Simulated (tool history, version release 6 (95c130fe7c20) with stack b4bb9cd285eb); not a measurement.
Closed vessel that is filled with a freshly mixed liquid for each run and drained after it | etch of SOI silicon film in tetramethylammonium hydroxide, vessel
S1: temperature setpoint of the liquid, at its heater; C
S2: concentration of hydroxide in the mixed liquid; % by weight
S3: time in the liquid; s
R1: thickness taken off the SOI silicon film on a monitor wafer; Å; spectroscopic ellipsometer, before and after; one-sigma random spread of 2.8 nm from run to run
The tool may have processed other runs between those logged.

Run 1, hour 0: S1 65 C, S2 15.5 % by weight, S3 90 s. Result: R1 4075.5 Å.
Run 2, hour 6.6: S1 65 C, S2 17 % by weight, S3 90 s. Result: R1 3948.5 Å.
Run 3, hour 9.8: S1 66 C, S2 17 % by weight, S3 90 s. Result: R1 4221.7 Å.
Run 4, hour 17.9: S1 66 C, S2 19 % by weight, S3 90 s. Result: R1 4035.3 Å.
Run 5, hour 23.2: S1 69.5 C, S2 19 % by weight, S3 90 s. Result: R1 4907 Å.
Run 6, hour 28.9: S1 70 C, S2 19 % by weight, S3 90 s. Result: R1 5107.4 Å.

Forecast run 7:
Run 7, hour 33.3: S1 70.5 C, S2 19 % by weight, S3 90 s. Result: R1 ?.

Run 7 produced R1 5217.4 Å.
